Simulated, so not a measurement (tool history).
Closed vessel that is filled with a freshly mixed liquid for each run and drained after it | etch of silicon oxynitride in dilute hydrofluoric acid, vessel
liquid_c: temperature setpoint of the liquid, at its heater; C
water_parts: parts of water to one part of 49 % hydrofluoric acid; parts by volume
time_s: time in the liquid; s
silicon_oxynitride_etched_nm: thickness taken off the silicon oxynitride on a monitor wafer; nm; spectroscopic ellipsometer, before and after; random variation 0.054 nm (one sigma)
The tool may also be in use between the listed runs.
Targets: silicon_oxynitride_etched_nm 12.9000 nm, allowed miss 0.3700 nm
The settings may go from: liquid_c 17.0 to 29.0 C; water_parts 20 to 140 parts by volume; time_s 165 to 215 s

run,day,liquid_c,water_parts,time_s,silicon_oxynitride_etched_nm
1,0.000,21.0,75,215,11.4470
2,0.046,21.5,75,215,11.7690
3,0.404,21.5,75,215,11.7640
4,0.458,22.0,75,215,11.9070
5,0.629,22.0,100,215,8.8078
6,0.896,23.5,100,215,9.4243
7,1.033,25.0,100,215,10.1400
8,1.262,26.0,100,215,10.5860
9,1.342,26.5,100,215,10.7910
10,1.567,27.0,100,215,11.0530
# day 1.633: thermometer replaced
11,1.633,27.5,100,215,10.2860

Which of these 5 next moves meets every target?
A,1.700,29.0,80,210,?
B,1.700,26.5,70,210,?
C,1.700,28.0,60,165,?
D,1.700,27.5,80,215,?
E,1.700,23.0,70,215,?

move,silicon_oxynitride_etched_nm
A,13.7510
B,14.1250
C,14.0280
D,13.1360
E,12.2310
A: takes the result that was furthest off past its target
B: takes the result that was furthest off past its target
C: takes the result that was furthest off past its target
D: meets every target
E: nearer than the last run, and not there yet
Move D is the one to make.
